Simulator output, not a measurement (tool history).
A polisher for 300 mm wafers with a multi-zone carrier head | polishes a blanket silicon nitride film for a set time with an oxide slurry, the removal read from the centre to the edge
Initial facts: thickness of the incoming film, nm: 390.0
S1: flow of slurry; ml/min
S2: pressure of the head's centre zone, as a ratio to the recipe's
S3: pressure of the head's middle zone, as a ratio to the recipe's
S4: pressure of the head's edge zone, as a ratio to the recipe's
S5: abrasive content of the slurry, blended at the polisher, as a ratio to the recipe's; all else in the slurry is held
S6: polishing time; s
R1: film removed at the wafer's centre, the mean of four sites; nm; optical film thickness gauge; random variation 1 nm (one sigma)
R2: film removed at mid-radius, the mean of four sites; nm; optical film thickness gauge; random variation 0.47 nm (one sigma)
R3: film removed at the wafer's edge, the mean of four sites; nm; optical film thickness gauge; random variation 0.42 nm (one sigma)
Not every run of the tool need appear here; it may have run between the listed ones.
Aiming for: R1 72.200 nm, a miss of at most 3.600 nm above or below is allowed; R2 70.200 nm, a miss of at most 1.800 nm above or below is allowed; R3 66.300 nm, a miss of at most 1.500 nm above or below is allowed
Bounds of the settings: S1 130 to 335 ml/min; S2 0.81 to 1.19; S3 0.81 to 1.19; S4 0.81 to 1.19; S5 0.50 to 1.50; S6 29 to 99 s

| run | hour | S1 | S2 | S3 | S4 | S5 | S6 | R1 | R2 | R3 |
|---|---|---|---|---|---|---|---|---|---|---|
| 1 | 0.0 | 215 | 1.00 | 1.00 | 1.00 | 1.00 | 64 | 50.524 | 51.058 | 51.418 |
| 2 | 6.6 | 220 | 1.02 | 1.02 | 1.02 | 1.05 | 64 | 53.198 | 52.674 | 52.908 |
| 3 | 10.2 | 220 | 1.02 | 1.02 | 1.02 | 0.95 | 64 | 52.018 | 50.677 | 51.583 |
| 4 | 14.2 | 230 | 1.03 | 1.04 | 1.04 | 1.00 | 64 | 53.082 | 52.631 | 52.556 |
| 5 | 22.0 | 235 | 1.04 | 1.05 | 1.05 | 1.05 | 64 | 55.302 | 53.925 | 53.997 |
| 6 | 30.4 | 235 | 1.04 | 1.05 | 1.11 | 1.05 | 64 | 54.742 | 54.160 | 54.877 |
| 7 | 31.0 | 235 | 1.04 | 1.05 | 1.11 | 1.05 | 64 | 55.323 | 54.699 | 55.671 |
| 8 | 37.0 | 240 | 1.05 | 1.06 | 1.12 | 1.10 | 64 | 56.080 | 54.843 | 57.239 |
| 9 | 42.3 | 245 | 1.06 | 1.08 | 1.10 | 1.15 | 64 | 58.593 | 57.751 | 57.758 |
| 10 | 46.8 | 250 | 1.07 | 1.09 | 1.10 | 1.20 | 64 | 60.466 | 59.896 | 58.864 |
| 11 | 47.7 | 295 | 1.16 | 1.16 | 1.19 | 1.40 | 64 | 69.712 | 67.203 | 65.699 |
| 12 | 53.4 | 295 | 1.16 | 1.16 | 1.19 | 1.40 | 64 | 70.599 | 68.262 | 65.746 |
| 13 | 61.2 | 300 | 1.17 | 1.17 | 1.19 | 1.40 | 64 | 71.536 | 68.265 | 64.983 |

Which single option among these 5 for the next run brings every result within its allowed miss of target? Just one does.
| A | 69.0 | 295 | 1.19 | 1.19 | 0.93 | 1.25 | 74 | ? | ? | ? |
| B | 69.0 | 290 | 1.16 | 1.09 | 1.17 | 1.50 | 64 | ? | ? | ? |
| C | 69.0 | 310 | 1.12 | 1.14 | 1.19 | 1.35 | 64 | ? | ? | ? |
| D | 69.0 | 245 | 1.16 | 1.18 | 1.14 | 1.45 | 67 | ? | ? | ? |
| E | 69.0 | 335 | 1.19 | 1.19 | 0.96 | 1.25 | 70 | ? | ? | ? |

| move | R1 | R2 | R3 |
|---|---|---|---|
| A | 80.569 | 77.070 | 64.366 |
| B | 72.074 | 65.639 | 66.342 |
| C | 67.730 | 66.342 | 64.921 |
| D | 72.986 | 71.285 | 66.660 |
| E | 77.379 | 73.906 | 62.442 |
A: takes the result that was furthest off past its target
B: misses by more than the last run did
C: misses by more than the last run did
D: every result lands within tolerance
E: takes the result that was furthest off past its target
Answer: D

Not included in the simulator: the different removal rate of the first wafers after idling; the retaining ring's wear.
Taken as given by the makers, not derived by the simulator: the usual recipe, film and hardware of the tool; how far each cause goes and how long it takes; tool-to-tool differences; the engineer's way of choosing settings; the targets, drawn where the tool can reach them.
